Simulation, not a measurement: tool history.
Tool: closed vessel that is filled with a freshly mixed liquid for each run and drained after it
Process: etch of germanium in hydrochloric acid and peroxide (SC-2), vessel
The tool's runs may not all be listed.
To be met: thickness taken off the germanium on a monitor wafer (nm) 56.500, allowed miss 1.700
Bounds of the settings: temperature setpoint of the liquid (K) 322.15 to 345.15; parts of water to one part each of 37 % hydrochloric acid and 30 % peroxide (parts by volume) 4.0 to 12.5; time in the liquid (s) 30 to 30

| run | hour | temperature setpoint of the liquid (K) | parts of water to one part each of 37 % hydrochloric acid and 30 % peroxide (parts by volume) | time in the liquid (s) | thickness taken off the germanium on a monitor wafer (nm) |
|---|---|---|---|---|---|
| 1 | 0.0 | 338.15 | 7.0 | 30 | 88.103 |
| 2 | 7.0 | 338.15 | 5.5 | 30 | 88.317 |
| 3 | 12.6 | 338.15 | 8.0 | 30 | 86.559 |
| 4 | 14.0 | 343.15 | 8.0 | 30 | 98.957 |
| 5 | 21.8 | 338.15 | 8.0 | 30 | 85.427 |
| 6 | 27.8 | 334.15 | 8.0 | 30 | 76.399 |
| 7 | 30.8 | 334.15 | 8.0 | 30 | 75.245 |
| 8 | 35.8 | 332.15 | 8.0 | 30 | 71.689 |
| 9 | 44.1 | 330.15 | 8.0 | 30 | 68.640 |
| 10 | 52.6 | 328.65 | 8.0 | 30 | 64.715 |

Which of these 4 next moves meets every target?
| A | 61.1 | 322.15 | 7.5 | 30 | ? |
| B | 61.1 | 324.65 | 9.0 | 30 | ? |
| C | 61.1 | 322.15 | 8.0 | 30 | ? |
| D | 61.1 | 322.15 | 10.0 | 30 | ? |

| move | thickness taken off the germanium on a monitor wafer (nm) |
|---|---|
| A | 54.476 |
| B | 58.198 |
| C | 54.253 |
| D | 53.298 |
A: takes the result that was furthest off past its target
B: meets every target
C: takes the result that was furthest off past its target
D: takes the result that was furthest off past its target
Move B is the one to make.

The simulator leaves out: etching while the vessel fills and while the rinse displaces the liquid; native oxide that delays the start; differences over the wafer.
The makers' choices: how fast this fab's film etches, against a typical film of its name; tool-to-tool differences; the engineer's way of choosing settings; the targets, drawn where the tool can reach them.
